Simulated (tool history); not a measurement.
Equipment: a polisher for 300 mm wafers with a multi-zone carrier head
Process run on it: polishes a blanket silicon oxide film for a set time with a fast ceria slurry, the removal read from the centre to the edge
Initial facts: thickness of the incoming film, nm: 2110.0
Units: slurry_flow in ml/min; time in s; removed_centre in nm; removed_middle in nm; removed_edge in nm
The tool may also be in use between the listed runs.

run 1 hour=0.0 | slurry_flow=320 centre_zone=1.00 middle_zone=1.00 edge_zone=1.00 time=62 | removed_centre=619.55 removed_middle=614.36 removed_edge=606.46
run 2 hour=7.0 | slurry_flow=270 centre_zone=1.00 middle_zone=1.00 edge_zone=1.00 time=62 | removed_centre=613.36 removed_middle=597.75 removed_edge=614.41
run 3 hour=13.6 | slurry_flow=285 centre_zone=0.98 middle_zone=0.98 edge_zone=0.97 time=57 | removed_centre=550.90 removed_middle=548.09 removed_edge=546.59
run 4 hour=19.5 | slurry_flow=285 centre_zone=0.98 middle_zone=0.93 edge_zone=0.97 time=57 | removed_centre=546.70 removed_middle=535.31 removed_edge=558.71
run 5 hour=23.3 | slurry_flow=290 centre_zone=0.97 middle_zone=0.92 edge_zone=0.95 time=54 | removed_centre=527.39 removed_middle=491.39 removed_edge=521.71
run 6 hour=25.4 | slurry_flow=290 centre_zone=0.97 middle_zone=0.92 edge_zone=0.92 time=54 | removed_centre=520.59 removed_middle=491.91 removed_edge=528.57

Run 7, settings as shown, results not yet in. Your forecast:
run 7 hour=26.1 | slurry_flow=295 centre_zone=0.96 middle_zone=0.94 edge_zone=0.92 time=51 | removed_centre=? removed_middle=? removed_edge=?

{"run 7": {"removed_centre": 481.49, "removed_middle": 486.8, "removed_edge": 490.78}}
